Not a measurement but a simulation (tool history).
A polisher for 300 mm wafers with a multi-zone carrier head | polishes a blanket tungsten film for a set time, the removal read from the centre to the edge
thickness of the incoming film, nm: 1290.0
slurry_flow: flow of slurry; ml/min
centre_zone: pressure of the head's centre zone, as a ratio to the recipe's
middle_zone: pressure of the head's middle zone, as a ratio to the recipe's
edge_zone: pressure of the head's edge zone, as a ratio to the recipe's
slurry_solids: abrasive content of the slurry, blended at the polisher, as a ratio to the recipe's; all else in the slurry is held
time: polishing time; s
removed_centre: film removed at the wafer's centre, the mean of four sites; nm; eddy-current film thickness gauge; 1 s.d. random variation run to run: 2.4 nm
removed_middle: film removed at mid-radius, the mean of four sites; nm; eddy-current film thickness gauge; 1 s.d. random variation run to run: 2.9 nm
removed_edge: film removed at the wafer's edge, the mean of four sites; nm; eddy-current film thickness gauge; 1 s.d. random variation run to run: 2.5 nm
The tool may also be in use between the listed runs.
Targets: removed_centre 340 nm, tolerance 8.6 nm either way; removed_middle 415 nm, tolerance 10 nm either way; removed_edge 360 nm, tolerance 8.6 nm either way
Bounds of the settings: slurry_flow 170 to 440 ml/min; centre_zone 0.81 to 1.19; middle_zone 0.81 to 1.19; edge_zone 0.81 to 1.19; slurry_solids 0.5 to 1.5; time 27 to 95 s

run,hour,slurry_flow,centre_zone,middle_zone,edge_zone,slurry_solids,time,removed_centre,removed_middle,removed_edge
1,0,280,1,1,1,1,61,308.22,319.04,315.08
2,7.2,280,1,1,1,0.9,61,298.64,304.6,300.99
3,7.8,280,1,1,1,0.75,61,279.4,284.96,285.87
4,14.8,280,1,1,1,0.85,61,290.51,296.15,294.67
5,16,295,1,1.04,1.02,0.9,61,298.52,317.85,306.56
6,17.5,310,1,1.07,1.04,0.95,61,309.12,332.27,315.6
7,24.4,320,0.99,1.09,1.05,1,61,311.13,344.41,321.46
8,29.3,325,0.99,1.11,1.06,1.05,61,314.66,349.33,330.74
9,36.5,365,0.94,1.19,0.96,1.3,64,337.95,432.25,353.17

Exercise: of the 5 proposed moves below, exactly one satisfies all targets within the stated allowed misses. Which move is it?
A,43.7,375,0.91,1.19,0.91,1.5,62,?,?,?
B,43.7,430,0.89,1.19,0.81,1.4,66,?,?,?
C,43.7,325,0.94,1.12,0.88,1.2,66,?,?,?
D,43.7,400,0.93,1.14,0.95,1.25,65,?,?,?
E,43.7,355,0.93,1.19,0.95,1.3,65,?,?,?

move,removed_centre,removed_middle,removed_edge
A,330.78,432.05,355.41
B,340.47,454.45,355.92
C,335.68,403.31,345.99
D,336.62,414.38,360.14
E,337.85,431.81,362.06
A: as far off as the last run
B: misses by more than the last run did
C: pushes the last run's worst result past its target
D: all results land within tolerance of their targets
E: as far off as the last run
The move that meets every target is D.
